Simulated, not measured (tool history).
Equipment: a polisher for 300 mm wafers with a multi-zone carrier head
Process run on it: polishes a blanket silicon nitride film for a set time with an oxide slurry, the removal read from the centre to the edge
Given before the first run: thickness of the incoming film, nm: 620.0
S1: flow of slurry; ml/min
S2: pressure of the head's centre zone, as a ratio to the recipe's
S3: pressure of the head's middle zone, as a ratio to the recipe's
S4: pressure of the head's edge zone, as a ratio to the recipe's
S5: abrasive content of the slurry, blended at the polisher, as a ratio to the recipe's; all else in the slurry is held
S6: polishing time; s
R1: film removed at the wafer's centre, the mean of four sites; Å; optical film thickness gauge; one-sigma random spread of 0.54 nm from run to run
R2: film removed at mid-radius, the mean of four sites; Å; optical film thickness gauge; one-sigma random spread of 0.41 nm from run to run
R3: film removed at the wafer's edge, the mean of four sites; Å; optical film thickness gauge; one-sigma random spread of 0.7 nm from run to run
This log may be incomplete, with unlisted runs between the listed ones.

Run 1, hour 0.0: S1 215 ml/min, S2 1.00, S3 1.00, S4 1.00, S5 1.00, S6 62 s. Result: R1 366.02 Å, R2 373.72 Å, R3 377.29 Å.
Run 2, hour 6.5: S1 220 ml/min, S2 1.00, S3 1.01, S4 1.04, S5 1.05, S6 62 s. Result: R1 373.81 Å, R2 388.87 Å, R3 385.78 Å.
Run 3, hour 10.8: S1 220 ml/min, S2 1.00, S3 1.07, S4 1.04, S5 1.05, S6 62 s. Result: R1 373.17 Å, R2 405.35 Å, R3 388.89 Å.
Run 4, hour 14.9: S1 220 ml/min, S2 0.96, S3 1.07, S4 1.04, S5 1.05, S6 62 s. Result: R1 360.20 Å, R2 403.89 Å, R3 388.85 Å.
Run 5, hour 21.1: S1 220 ml/min, S2 0.96, S3 1.01, S4 1.04, S5 1.05, S6 62 s. Result: R1 370.55 Å, R2 379.87 Å, R3 387.90 Å.
Run 6, hour 27.7: S1 220 ml/min, S2 0.96, S3 1.01, S4 1.04, S5 0.85, S6 62 s. Result: R1 334.91 Å, R2 341.15 Å, R3 354.09 Å.
Run 7, hour 34.0: S1 215 ml/min, S2 0.95, S3 1.00, S4 1.06, S5 0.95, S6 63 s. Result: R1 359.37 Å, R2 372.68 Å, R3 367.50 Å.
Run 8, hour 40.0: S1 240 ml/min, S2 0.96, S3 1.02, S4 1.04, S5 1.00, S6 63 s. Result: R1 366.47 Å, R2 383.56 Å, R3 386.69 Å.
Run 9, hour 46.9: S1 260 ml/min, S2 0.94, S3 1.01, S4 1.03, S5 1.10, S6 63 s. Result: R1 386.38 Å, R2 399.60 Å, R3 404.18 Å.

Forecast run 10:
Run 10, hour 55.6: S1 265 ml/min, S2 0.91, S3 1.00, S4 1.04, S5 1.15, S6 63 s. Result: R1 ?, R2 ?, R3 ?.

{"run 10": {"R1": 383.66, "R2": 409.36, "R3": 408.79}}
